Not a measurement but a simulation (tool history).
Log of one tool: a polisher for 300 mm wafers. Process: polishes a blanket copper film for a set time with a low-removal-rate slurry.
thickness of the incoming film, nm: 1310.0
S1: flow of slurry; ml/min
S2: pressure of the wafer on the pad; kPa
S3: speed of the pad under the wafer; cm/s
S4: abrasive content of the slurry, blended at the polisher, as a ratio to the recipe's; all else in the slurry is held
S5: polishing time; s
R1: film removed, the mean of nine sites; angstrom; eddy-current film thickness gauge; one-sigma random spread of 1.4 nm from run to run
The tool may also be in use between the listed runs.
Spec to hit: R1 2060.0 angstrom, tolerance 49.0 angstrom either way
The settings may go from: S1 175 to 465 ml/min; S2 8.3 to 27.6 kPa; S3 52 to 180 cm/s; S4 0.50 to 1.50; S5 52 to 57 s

{"run": 1, "day": 0.0, "S1": 295, "S2": 17.9, "S3": 116, "S4": 1.0, "S5": 57, "R1": 1525.8}
{"run": 2, "day": 0.033, "S1": 295, "S2": 17.9, "S3": 116, "S4": 1.0, "S5": 52, "R1": 1382.4}
{"run": 3, "day": 0.242, "S1": 295, "S2": 17.9, "S3": 98, "S4": 1.0, "S5": 52, "R1": 1216.2}
{"run": 4, "day": 0.575, "S1": 340, "S2": 17.9, "S3": 98, "S4": 1.0, "S5": 52, "R1": 1246.9}
{"run": 5, "day": 0.771, "S1": 355, "S2": 20.0, "S3": 98, "S4": 1.0, "S5": 52, "R1": 1380.6}
{"run": 6, "day": 0.804, "S1": 355, "S2": 20.0, "S3": 70, "S4": 1.0, "S5": 52, "R1": 1048.4}
{"run": 7, "day": 1.162, "S1": 365, "S2": 22.1, "S3": 78, "S4": 1.0, "S5": 52, "R1": 1277.4}
{"run": 8, "day": 1.392, "S1": 385, "S2": 26.9, "S3": 98, "S4": 1.0, "S5": 52, "R1": 1827.0}
{"run": 9, "day": 1.625, "S1": 385, "S2": 26.9, "S3": 100, "S4": 1.0, "S5": 52, "R1": 1875.3}
{"run": 10, "day": 1.825, "S1": 385, "S2": 26.9, "S3": 100, "S4": 1.0, "S5": 52, "R1": 1877.7}
{"run": 11, "day": 2.158, "S1": 385, "S2": 26.9, "S3": 102, "S4": 1.0, "S5": 52, "R1": 1890.4}

Pick the move, out of 4, that brings all results within their allowed miss; only one does.
{"run": "A", "day": 2.492, "S1": 440, "S2": 23.4, "S3": 102, "S4": 1.05, "S5": 53, "R1": "?"}
{"run": "B", "day": 2.492, "S1": 455, "S2": 22.1, "S3": 110, "S4": 0.95, "S5": 53, "R1": "?"}
{"run": "C", "day": 2.492, "S1": 410, "S2": 26.2, "S3": 108, "S4": 1.05, "S5": 55, "R1": "?"}
{"run": "D", "day": 2.492, "S1": 415, "S2": 27.6, "S3": 90, "S4": 0.95, "S5": 57, "R1": "?"}

move=A R1=1733.2
move=B R1=1711.6
move=C R1=2089.6
move=D R1=1942.5
A: the biggest miss grows against the last run
B: the biggest miss grows against the last run
C: all results land within tolerance of their targets
D: better than the last run, though not everything is in spec
Answer: C
